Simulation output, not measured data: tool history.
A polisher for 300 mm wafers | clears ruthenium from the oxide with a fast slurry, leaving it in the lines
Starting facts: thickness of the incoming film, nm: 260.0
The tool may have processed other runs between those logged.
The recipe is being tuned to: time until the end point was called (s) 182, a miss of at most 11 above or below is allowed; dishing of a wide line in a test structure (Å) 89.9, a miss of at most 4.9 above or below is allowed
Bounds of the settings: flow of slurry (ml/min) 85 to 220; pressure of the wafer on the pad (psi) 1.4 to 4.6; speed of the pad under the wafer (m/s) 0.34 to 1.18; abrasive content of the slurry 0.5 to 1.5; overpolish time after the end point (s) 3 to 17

run	hour	flow of slurry (ml/min)	pressure of the wafer on the pad (psi)	speed of the pad under the wafer (m/s)	abrasive content of the slurry	overpolish time after the end point (s)	time until the end point was called (s)	dishing of a wide line in a test structure (Å)
1	0	140	3	0.76	1	9	81.809	228.08
2	6.1	140	2.7	0.68	1	8	103.55	170.75
3	12.9	140	2.7	0.68	1	5	99.572	115.91
4	18.4	140	2.3	0.66	1	5	119.32	93.522
5	22.3	135	2.1	0.64	1	6	137.81	102.35
6	24	135	2.1	0.82	1	6	107.62	126.2
7	30	130	1.9	0.78	1	6	123.88	108.64
8	32.6	125	1.8	0.76	1	6	132	97.45
9	41.3	120	1.7	0.74	1	7	153.41	106.43
# hour 43.5: worn pad replaced by a new one
10	43.5	115	1.6	0.74	1	7	145.38	112.97
11	49.7	125	1.5	0.72	1	7	152.14	106.02
12	51.9	120	1.5	0.7	1	7	160.89	102.55
13	58.9	120	1.5	0.7	1	7	155.96	105.25
14	59.7	120	1.5	0.68	1	7	160.79	99.559

Pick the move, out of 4, that brings all results within their allowed miss; only one does.
A	60.5	105	1.6	0.58	1	7	?	?
B	60.5	140	1.8	0.74	0.9	6	?	?
C	60.5	115	1.5	0.74	1.1	7	?	?
D	60.5	110	1.4	0.76	1.15	6	?	?

move	time until the end point was called (s)	dishing of a wide line in a test structure (Å)
A	179.61	88.667
B	124.88	107.31
C	140.89	110.6
D	145.29	93.508
A: all results in spec
B: the biggest miss grows against the last run
C: the biggest miss grows against the last run
D: brings the last run's worst result on target, with another outside its allowed miss
A meets every target.
